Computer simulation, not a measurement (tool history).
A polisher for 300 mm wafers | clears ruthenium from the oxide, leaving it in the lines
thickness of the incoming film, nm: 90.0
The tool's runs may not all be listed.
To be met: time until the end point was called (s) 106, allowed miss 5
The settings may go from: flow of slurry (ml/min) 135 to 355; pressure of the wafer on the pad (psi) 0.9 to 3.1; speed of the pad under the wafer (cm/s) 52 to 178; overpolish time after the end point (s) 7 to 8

run,hour,flow of slurry (ml/min),pressure of the wafer on the pad (psi),speed of the pad under the wafer (cm/s),overpolish time after the end point (s),time until the end point was called (s)
1,0,225,2,114,8,65.273
2,5.3,225,2,88,8,84.548
3,7.7,225,1.9,88,8,88.372
4,15.9,225,1.8,88,8,94.286
5,20.9,225,1.8,102,8,83.297
6,21.5,225,1.7,102,8,87.722
7,27.4,225,1.7,102,8,87.637
8,34.2,225,1.6,102,8,91.253
9,36.3,225,1.5,102,8,100.18

5 next moves are on the table. One of them brings every result within its allowed miss. Which?
A,38.4,285,1.4,86,7,?
B,38.4,250,1.7,84,8,?
C,38.4,230,1.2,100,8,?
D,38.4,165,1.4,94,8,?
E,38.4,155,1.7,98,7,?

move,time until the end point was called (s)
A,121.57
B,104.34
C,124.11
D,117.68
E,94.457
A: takes the result that was furthest off past its target
B: meets every target
C: takes the result that was furthest off past its target
D: takes the result that was furthest off past its target
E: further off than the last run
Answer: B

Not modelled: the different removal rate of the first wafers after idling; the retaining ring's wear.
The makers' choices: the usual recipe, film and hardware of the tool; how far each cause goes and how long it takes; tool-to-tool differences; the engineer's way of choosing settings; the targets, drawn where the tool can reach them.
